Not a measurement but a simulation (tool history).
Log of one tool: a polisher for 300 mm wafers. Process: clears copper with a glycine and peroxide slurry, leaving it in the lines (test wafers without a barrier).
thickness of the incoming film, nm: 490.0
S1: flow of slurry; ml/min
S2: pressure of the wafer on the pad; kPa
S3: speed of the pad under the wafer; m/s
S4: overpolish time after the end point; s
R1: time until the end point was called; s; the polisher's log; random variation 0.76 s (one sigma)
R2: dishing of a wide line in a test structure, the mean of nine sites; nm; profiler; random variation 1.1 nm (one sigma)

{"run": 1, "hour": 0.0, "S1": 230, "S2": 15.2, "S3": 1.16, "S4": 17, "R1": 92.729, "R2": 57.503}
{"run": 2, "hour": 6.1, "S1": 230, "S2": 15.9, "S3": 1.16, "S4": 16, "R1": 88.411, "R2": 58.255}
{"run": 3, "hour": 14.5, "S1": 230, "S2": 15.9, "S3": 1.16, "S4": 20, "R1": 88.126, "R2": 65.889}
{"run": 4, "hour": 21.7, "S1": 180, "S2": 15.9, "S3": 1.16, "S4": 20, "R1": 88.165, "R2": 67.003}
{"run": 5, "hour": 30.5, "S1": 180, "S2": 15.9, "S3": 1.36, "S4": 20, "R1": 80.04, "R2": 73.6}
{"run": 6, "hour": 37.2, "S1": 180, "S2": 15.9, "S3": 1.36, "S4": 19, "R1": 78.366, "R2": 71.872}
{"run": 7, "hour": 46.2, "S1": 180, "S2": 15.9, "S3": 1.36, "S4": 18, "R1": 78.545, "R2": 65.826}
{"run": 8, "hour": 47.9, "S1": 180, "S2": 15.9, "S3": 1.36, "S4": 17, "R1": 79.582, "R2": 65.098}
{"run": 9, "hour": 52.5, "S1": 180, "S2": 15.9, "S3": 1.36, "S4": 16, "R1": 79.425, "R2": 62.798}
{"run": 10, "hour": 56.9, "S1": 180, "S2": 15.9, "S3": 1.36, "S4": 15, "R1": 80.479, "R2": 61.538}
{"run": 11, "hour": 64.4, "S1": 180, "S2": 15.9, "S3": 1.36, "S4": 14, "R1": 78.053, "R2": 55.983}
{"run": 12, "hour": 68.5, "S1": 180, "S2": 16.5, "S3": 1.36, "S4": 13, "R1": 75.537, "R2": 54.21}

Forecast run 13:
{"run": 13, "hour": 73.0, "S1": 180, "S2": 17.2, "S3": 1.36, "S4": 13, "R1": "?", "R2": "?"}

{"run 13": {"R1": 73.158, "R2": 55.704}}

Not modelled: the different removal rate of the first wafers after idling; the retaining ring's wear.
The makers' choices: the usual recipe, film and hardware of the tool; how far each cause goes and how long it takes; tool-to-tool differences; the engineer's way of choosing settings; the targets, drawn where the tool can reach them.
